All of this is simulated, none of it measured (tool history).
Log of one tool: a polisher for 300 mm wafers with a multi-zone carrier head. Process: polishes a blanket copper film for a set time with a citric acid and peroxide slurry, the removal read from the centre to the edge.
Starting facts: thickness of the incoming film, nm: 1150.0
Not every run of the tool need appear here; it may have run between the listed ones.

run	hour	flow of slurry (ml/min)	pressure of the head's centre zone	pressure of the head's middle zone	pressure of the head's edge zone	abrasive content of the slurry	polishing time (s)	film removed at the wafer's centre (angstrom)	film removed at mid-radius (angstrom)	film removed at the wafer's edge (angstrom)
1	0.0	150	1.00	1.00	1.00	1.00	80	2365.0	2401.8	2303.4
2	5.3	150	1.00	1.00	1.00	1.00	64	1870.9	1897.4	1862.3
3	11.4	115	1.00	1.00	1.00	1.00	64	1746.5	1768.9	1801.1
4	18.1	125	1.01	1.01	1.03	1.10	67	1928.7	1972.0	1939.7
5	18.6	130	1.01	1.00	1.05	1.15	71	2066.8	2109.1	2121.0
6	19.4	140	1.02	1.00	1.07	1.20	73	2205.7	2226.4	2266.7

Run 7, settings as shown, results not yet in. Your forecast:
7	26.6	180	1.09	1.10	1.17	1.45	79	?	?	?

For run 7 the tool returned film removed at the wafer's centre (angstrom) 2893.9, film removed at mid-radius (angstrom) 2842.6, film removed at the wafer's edge (angstrom) 2731.9.
